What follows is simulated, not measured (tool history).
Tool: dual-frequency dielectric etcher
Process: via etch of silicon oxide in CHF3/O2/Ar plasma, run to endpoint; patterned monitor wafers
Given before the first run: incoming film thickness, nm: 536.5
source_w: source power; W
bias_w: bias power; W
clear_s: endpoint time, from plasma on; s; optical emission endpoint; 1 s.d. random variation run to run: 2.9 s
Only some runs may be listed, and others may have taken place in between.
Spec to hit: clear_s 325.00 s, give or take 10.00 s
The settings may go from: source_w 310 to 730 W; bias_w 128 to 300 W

run	day	source_w	bias_w	clear_s
1	0.000	520	214	285.67
2	0.262	520	250	265.66
3	0.542	490	242	276.62
4	0.883	470	237	278.81
5	1.008	410	237	292.42
6	1.292	410	224	298.03
7	1.667	400	220	305.55
8	2.038	390	218	310.99
9	2.108	380	217	305.98
10	2.179	370	214	309.72
11	2.354	370	214	312.82

Which single option among these 5 for the next run brings every result within its allowed miss of target? Just one does.
A	2.529	390	193	?
B	2.529	390	234	?
C	2.529	360	239	?
D	2.529	420	236	?
E	2.529	400	232	?

move	clear_s
A	327.72
B	299.42
C	303.01
D	292.17
E	298.52
A: all results in spec
B: misses by more than the last run did
C: misses by more than the last run did
D: misses by more than the last run did
E: misses by more than the last run did
Move A is the one to make.
